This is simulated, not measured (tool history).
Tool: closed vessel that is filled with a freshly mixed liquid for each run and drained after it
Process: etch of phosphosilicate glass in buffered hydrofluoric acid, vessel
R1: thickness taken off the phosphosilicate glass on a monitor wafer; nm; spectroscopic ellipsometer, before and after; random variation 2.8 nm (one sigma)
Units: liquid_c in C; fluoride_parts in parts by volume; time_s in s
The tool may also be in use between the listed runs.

{"run": 1, "hour": 0.0, "liquid_c": 24.0, "fluoride_parts": 8.0, "time_s": 85, "R1": 671.99}
{"run": 2, "hour": 1.7, "liquid_c": 25.0, "fluoride_parts": 8.0, "time_s": 85, "R1": 706.87}
{"run": 3, "hour": 5.1, "liquid_c": 25.0, "fluoride_parts": 9.5, "time_s": 85, "R1": 588.55}
{"run": 4, "hour": 13.0, "liquid_c": 25.0, "fluoride_parts": 10.5, "time_s": 85, "R1": 544.11}
{"hour": 22.2, "done": "hydrofluoric acid flow meter replaced"}
{"run": 5, "hour": 22.2, "liquid_c": 26.5, "fluoride_parts": 10.5, "time_s": 85, "R1": 543.98}
{"run": 6, "hour": 26.2, "liquid_c": 26.5, "fluoride_parts": 10.5, "time_s": 95, "R1": 610.3}
{"run": 7, "hour": 33.6, "liquid_c": 27.5, "fluoride_parts": 10.0, "time_s": 95, "R1": 678.99}

The next listed run, before its measurement:
{"run": 8, "hour": 41.7, "liquid_c": 28.5, "fluoride_parts": 10.0, "time_s": 95, "R1": "?"}

Run 8 gave R1 715.61 nm.
